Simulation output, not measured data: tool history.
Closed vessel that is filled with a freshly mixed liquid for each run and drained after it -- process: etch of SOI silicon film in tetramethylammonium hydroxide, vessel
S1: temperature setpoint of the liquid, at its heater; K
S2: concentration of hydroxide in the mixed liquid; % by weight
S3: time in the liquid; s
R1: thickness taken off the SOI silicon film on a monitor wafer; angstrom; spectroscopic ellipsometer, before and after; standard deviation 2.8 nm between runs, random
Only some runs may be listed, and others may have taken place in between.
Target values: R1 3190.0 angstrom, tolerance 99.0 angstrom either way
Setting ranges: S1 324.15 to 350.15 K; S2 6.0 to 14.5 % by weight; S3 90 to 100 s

{"run": 1, "hour": 0.0, "S1": 337.15, "S2": 9.5, "S3": 90, "R1": 4724.2}
{"run": 2, "hour": 5.5, "S1": 337.15, "S2": 9.5, "S3": 100, "R1": 5306.0}
{"run": 3, "hour": 13.9, "S1": 337.15, "S2": 11.5, "S3": 100, "R1": 5031.5}
{"run": 4, "hour": 20.1, "S1": 337.15, "S2": 11.5, "S3": 90, "R1": 4461.8}
{"run": 5, "hour": 21.6, "S1": 337.15, "S2": 9.5, "S3": 90, "R1": 4812.8}
{"run": 6, "hour": 28.2, "S1": 337.15, "S2": 9.5, "S3": 100, "R1": 5344.8}
{"run": 7, "hour": 35.7, "S1": 335.65, "S2": 9.5, "S3": 100, "R1": 4860.2}
{"run": 8, "hour": 36.4, "S1": 334.65, "S2": 9.5, "S3": 100, "R1": 4611.8}
{"run": 9, "hour": 44.7, "S1": 333.65, "S2": 9.5, "S3": 100, "R1": 4286.8}
{"run": 10, "hour": 47.5, "S1": 328.15, "S2": 9.5, "S3": 100, "R1": 3020.2}
{"run": 11, "hour": 48.3, "S1": 328.15, "S2": 9.5, "S3": 100, "R1": 3039.6}
{"run": 12, "hour": 55.7, "S1": 328.15, "S2": 9.5, "S3": 100, "R1": 3051.3}

Exercise: of the 5 proposed moves below, exactly one satisfies all targets within the stated allowed misses. Which move is it?
{"run": "A", "hour": 63.1, "S1": 329.15, "S2": 10.5, "S3": 90, "R1": "?"}
{"run": "B", "hour": 63.1, "S1": 327.65, "S2": 7.5, "S3": 100, "R1": "?"}
{"run": "C", "hour": 63.1, "S1": 328.15, "S2": 11.5, "S3": 100, "R1": "?"}
{"run": "D", "hour": 63.1, "S1": 330.65, "S2": 10.5, "S3": 100, "R1": "?"}
{"run": "E", "hour": 63.1, "S1": 329.65, "S2": 11.5, "S3": 90, "R1": "?"}

move=A R1=2794.8
move=B R1=3165.8
move=C R1=2817.7
move=D R1=3418.1
move=E R1=2793.0
A: further off than the last run
B: all results in spec
C: further off than the last run
D: the result that was furthest off in the last run now lies on the other side of its target
E: further off than the last run
Correct choice: B, which meets every target

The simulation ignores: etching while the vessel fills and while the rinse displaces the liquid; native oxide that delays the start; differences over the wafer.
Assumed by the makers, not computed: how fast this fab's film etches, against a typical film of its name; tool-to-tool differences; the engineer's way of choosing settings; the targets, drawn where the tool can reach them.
